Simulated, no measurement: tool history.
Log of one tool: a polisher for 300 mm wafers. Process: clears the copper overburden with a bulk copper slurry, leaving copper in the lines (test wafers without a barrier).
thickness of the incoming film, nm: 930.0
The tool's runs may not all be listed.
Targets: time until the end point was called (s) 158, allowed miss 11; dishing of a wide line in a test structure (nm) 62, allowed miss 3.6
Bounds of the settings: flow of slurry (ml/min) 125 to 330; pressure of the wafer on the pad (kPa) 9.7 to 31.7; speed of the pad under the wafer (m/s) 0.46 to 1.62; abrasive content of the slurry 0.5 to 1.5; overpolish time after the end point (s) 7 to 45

run,day,flow of slurry (ml/min),pressure of the wafer on the pad (kPa),speed of the pad under the wafer (m/s),abrasive content of the slurry,overpolish time after the end point (s),time until the end point was called (s),dishing of a wide line in a test structure (nm)
1,0,210,20.7,1.04,1,23,96.184,74.895
2,0.033,210,18.6,1.02,1,24,106.55,74.973
3,0.096,210,16.5,1,1,22,120.94,65.612
4,0.383,210,15.2,0.98,1,23,133.65,63.042
5,0.658,210,15.2,0.98,1,29,132.62,70.876
6,0.733,210,15.2,1.08,1,29,121.34,72.085
7,0.938,210,13.8,1.08,1,29,130,70.514
8,1.288,210,13.1,1.08,1,29,135.82,67.682
9,1.35,210,12.4,1.08,1,29,138.39,66.491
10,1.696,210,11.7,1.08,1,29,145.18,64.292

Which of these 5 next moves meets every target?
A,2.042,240,13.1,1.04,1,22,?,?
B,2.042,175,14.5,1.06,1.05,28,?,?
C,2.042,320,12.4,1.04,0.95,33,?,?
D,2.042,205,11,1.14,0.75,28,?,?
E,2.042,225,11.7,1.22,0.95,29,?,?

move,time until the end point was called (s),dishing of a wide line in a test structure (nm)
A,135.77,60.686
B,127.73,68.531
C,138.96,67.791
D,154.25,61.351
E,128.92,66.096
A: further off than the last run
B: further off than the last run
C: further off than the last run
D: meets every target
E: further off than the last run
Answer: D
